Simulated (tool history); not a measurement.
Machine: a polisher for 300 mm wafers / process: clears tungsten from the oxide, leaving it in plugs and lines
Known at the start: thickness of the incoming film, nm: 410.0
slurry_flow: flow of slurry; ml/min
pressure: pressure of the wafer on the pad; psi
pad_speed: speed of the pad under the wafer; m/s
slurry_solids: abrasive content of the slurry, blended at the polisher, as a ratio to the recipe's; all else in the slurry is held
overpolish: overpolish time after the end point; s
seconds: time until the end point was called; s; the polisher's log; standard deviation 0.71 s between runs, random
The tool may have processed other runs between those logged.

Run 1, hour 0: slurry_flow 205 ml/min, pressure 4.7 psi, pad_speed 1.32 m/s, slurry_solids 1, overpolish 44 s. Result: seconds 54.923 s.
Run 2, hour 4.5: slurry_flow 205 ml/min, pressure 4.7 psi, pad_speed 1.32 m/s, slurry_solids 1.15, overpolish 44 s. Result: seconds 52.354 s.
Run 3, hour 10: slurry_flow 205 ml/min, pressure 4.7 psi, pad_speed 1.32 m/s, slurry_solids 1.35, overpolish 44 s. Result: seconds 48.987 s.
Run 4, hour 14.3: slurry_flow 205 ml/min, pressure 4.9 psi, pad_speed 1.32 m/s, slurry_solids 1.35, overpolish 44 s. Result: seconds 46.677 s.
Run 5, hour 17.8: slurry_flow 205 ml/min, pressure 5 psi, pad_speed 1.32 m/s, slurry_solids 1.35, overpolish 44 s. Result: seconds 45.686 s.
Run 6, hour 20.7: slurry_flow 205 ml/min, pressure 5.1 psi, pad_speed 1.32 m/s, slurry_solids 1.35, overpolish 44 s. Result: seconds 45.167 s.
Run 7, hour 22.2: slurry_flow 205 ml/min, pressure 5.2 psi, pad_speed 1.32 m/s, slurry_solids 1.35, overpolish 44 s. Result: seconds 43.582 s.
Run 8, hour 29.2: slurry_flow 205 ml/min, pressure 5.3 psi, pad_speed 1.32 m/s, slurry_solids 1.35, overpolish 44 s. Result: seconds 42.995 s.
Run 9, hour 37.1: slurry_flow 205 ml/min, pressure 5.4 psi, pad_speed 1.32 m/s, slurry_solids 1.35, overpolish 44 s. Result: seconds 43.891 s.

For run 10, what comes out?
Run 10, hour 44.9: slurry_flow 205 ml/min, pressure 5.4 psi, pad_speed 1.32 m/s, slurry_solids 1.35, overpolish 44 s. Result: seconds ?.

seconds: 41.662 s

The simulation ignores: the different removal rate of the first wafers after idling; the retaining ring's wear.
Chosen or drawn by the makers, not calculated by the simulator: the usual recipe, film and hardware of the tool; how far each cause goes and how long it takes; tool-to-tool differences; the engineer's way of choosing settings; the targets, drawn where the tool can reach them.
